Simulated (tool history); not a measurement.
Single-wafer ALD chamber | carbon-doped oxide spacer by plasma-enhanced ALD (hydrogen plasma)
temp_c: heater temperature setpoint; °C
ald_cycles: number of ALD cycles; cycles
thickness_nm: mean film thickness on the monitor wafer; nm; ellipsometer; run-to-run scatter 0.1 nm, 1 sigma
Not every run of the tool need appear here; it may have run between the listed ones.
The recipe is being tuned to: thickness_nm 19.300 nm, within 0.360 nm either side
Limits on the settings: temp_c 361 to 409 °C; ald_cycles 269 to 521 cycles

run  hour  temp_c  ald_cycles  thickness_nm
  1   0.0     385         395        17.770
  2   5.2     374         395        17.806
  3   6.0     380         395        17.770
  4  11.6     380         404        18.050
  5  14.6     380         370        16.555
  6  17.0     373         370        16.719
  7  22.5     373         386        17.423
  8  29.6     373         397        17.816
  9  38.4     373         437        19.771

Which of these 5 next moves meets every target?
  A  47.2     381         460             ?
  B  47.2     361         429             ?
  C  47.2     379         454             ?
  D  47.2     373         449             ?
  E  47.2     380         460             ?

move  thickness_nm
   A        20.821
   B        19.418
   C        20.550
   D        20.323
   E        20.821
A: moves away from the targets compared with the last run
B: every result within its allowed miss
C: moves away from the targets compared with the last run
D: moves away from the targets compared with the last run
E: moves away from the targets compared with the last run
Answer: B
